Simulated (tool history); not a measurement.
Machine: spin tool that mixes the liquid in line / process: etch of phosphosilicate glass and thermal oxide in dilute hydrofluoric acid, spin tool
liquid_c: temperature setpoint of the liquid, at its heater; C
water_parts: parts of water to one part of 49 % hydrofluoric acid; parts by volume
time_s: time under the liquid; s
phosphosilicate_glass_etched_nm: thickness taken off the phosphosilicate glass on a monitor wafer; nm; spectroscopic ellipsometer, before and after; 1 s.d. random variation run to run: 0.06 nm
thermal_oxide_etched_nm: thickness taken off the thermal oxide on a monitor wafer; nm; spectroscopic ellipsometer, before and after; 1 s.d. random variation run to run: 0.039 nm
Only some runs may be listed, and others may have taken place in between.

run  hour  liquid_c  water_parts  time_s  phosphosilicate_glass_etched_nm  thermal_oxide_etched_nm
  1   0.0      22.0          195      30                           9.6247                  0.64214
  2   6.8      24.0          190      30                          10.7350                  0.71683
  3   8.6      24.0          120      30                          18.4800                  1.23160
  4  10.0      27.0          120      30                          20.9310                  1.45670
  5  16.4      27.0          120      20                          13.7870                  1.00640
  6  25.2      27.0          120      15                          10.4140                  0.67243
  7  29.3      28.0          115      15                          11.2290                  0.86000
  8  35.5      27.5          105      15                          12.3380                  0.85998
  9  43.7      28.0          100      15                          13.2180                  0.95327
 10  47.4      29.5           95      15                          14.8010                  0.98432
 11  52.0      28.5           90      15                          15.2650                  1.02180
 12  60.5      28.0           90      15                          14.8770                  1.00420

For run 13, what comes out?
 13  61.1      28.0           95      15                                ?                        ?

Run 13 measured phosphosilicate_glass_etched_nm 13.9970 nm, thermal_oxide_etched_nm 0.98868 nm.
